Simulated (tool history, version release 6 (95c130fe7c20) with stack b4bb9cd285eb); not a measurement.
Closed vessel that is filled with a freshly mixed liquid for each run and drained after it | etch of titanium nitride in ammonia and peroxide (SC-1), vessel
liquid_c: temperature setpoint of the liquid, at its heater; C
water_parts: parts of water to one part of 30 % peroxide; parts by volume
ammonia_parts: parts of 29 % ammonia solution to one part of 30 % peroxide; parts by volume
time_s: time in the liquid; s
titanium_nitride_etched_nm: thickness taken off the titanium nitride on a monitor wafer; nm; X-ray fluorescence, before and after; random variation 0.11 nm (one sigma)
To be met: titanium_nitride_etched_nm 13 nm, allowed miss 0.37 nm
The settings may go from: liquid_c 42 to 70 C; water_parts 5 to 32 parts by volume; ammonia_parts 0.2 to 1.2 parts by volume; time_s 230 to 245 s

run,day,liquid_c,water_parts,ammonia_parts,time_s,titanium_nitride_etched_nm
1,0,58,17.5,0.75,230,25.199
2,0.088,58,13.5,0.75,230,28.542
3,0.171,60.5,13.5,0.75,230,33.661
4,0.496,60.5,10,0.75,230,39.487
# day 0.825: new drum of ammonia solution connected
5,0.825,60.5,10,0.75,230,40.287
6,1.171,55.5,10,0.75,230,28.469
7,1.196,54,10,0.75,230,26.143
8,1.467,52.5,10,0.75,230,23.68
9,1.8,51.5,10,0.75,230,21.812
10,2.162,50.5,10,0.75,230,20.366
11,2.442,49.5,10,0.75,230,19.018
12,2.679,49,10,0.75,230,18.614
13,2.912,48.5,10,0.75,230,17.447
14,3.25,48,10,0.75,230,17.303
15,3.312,47.5,10,0.75,230,16.434
16,3.442,47,10,0.75,230,15.897
17,3.783,43.5,10,0.75,230,12.515

5 next moves are on the table. One of them brings every result within its allowed miss. Which?
A,4.125,43.5,11,0.6,240,?
B,4.125,42,8.5,0.6,230,?
C,4.125,43,10.5,0.95,230,?
D,4.125,43,10,0.7,235,?
E,4.125,43.5,11.5,1.15,240,?

move,titanium_nitride_etched_nm
A,11.903
B,11.676
C,12.146
D,12.118
E,12.921
A: further off than the last run
B: further off than the last run
C: further off than the last run
D: further off than the last run
E: meets every target
Answer: E

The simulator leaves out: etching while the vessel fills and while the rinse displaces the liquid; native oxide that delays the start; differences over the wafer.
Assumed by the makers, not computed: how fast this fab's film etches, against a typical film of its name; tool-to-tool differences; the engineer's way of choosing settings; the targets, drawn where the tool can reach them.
